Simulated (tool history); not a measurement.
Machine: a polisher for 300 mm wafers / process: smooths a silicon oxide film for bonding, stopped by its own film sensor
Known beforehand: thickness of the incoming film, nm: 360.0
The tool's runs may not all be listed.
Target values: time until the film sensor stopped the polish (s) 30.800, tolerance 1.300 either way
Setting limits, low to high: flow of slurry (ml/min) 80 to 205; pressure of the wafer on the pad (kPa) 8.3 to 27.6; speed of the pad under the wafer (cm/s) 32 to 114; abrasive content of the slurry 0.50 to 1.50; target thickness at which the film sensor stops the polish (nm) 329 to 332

run	day	flow of slurry (ml/min)	pressure of the wafer on the pad (kPa)	speed of the pad under the wafer (cm/s)	abrasive content of the slurry	target thickness at which the film sensor stops the polish (nm)	time until the film sensor stopped the polish (s)
1	0.000	135	17.9	72	1.00	329	44.882
2	0.121	135	17.9	72	1.00	329	45.644
3	0.475	135	17.9	72	1.00	332	40.738
4	0.558	135	20.0	72	1.00	332	36.587
5	0.629	140	20.7	72	1.00	332	35.259
6	0.921	160	20.7	72	1.00	332	33.822
7	0.971	165	20.7	72	1.00	332	34.439
8	1.138	165	20.7	72	1.00	332	34.400
9	1.421	165	21.4	72	1.00	332	33.525
10	1.596	165	22.1	72	1.00	332	32.861

5 candidate next runs follow, results not yet known. Just one meets every target within its allowed miss. Identify it.
A	1.771	140	19.3	78	1.10	332	?
B	1.771	150	24.8	76	0.95	329	?
C	1.771	195	20.7	86	0.80	330	?
D	1.771	205	26.2	60	0.80	331	?
E	1.771	200	24.8	80	0.75	332	?

move	time until the film sensor stopped the polish (s)
A	34.041
B	31.203
C	33.412
D	34.021
E	28.106
A: moves away from the targets compared with the last run
B: all results land within tolerance of their targets
C: moves away from the targets compared with the last run
D: moves away from the targets compared with the last run
E: takes the biggest miss from the last run beyond its target
The right move is B.
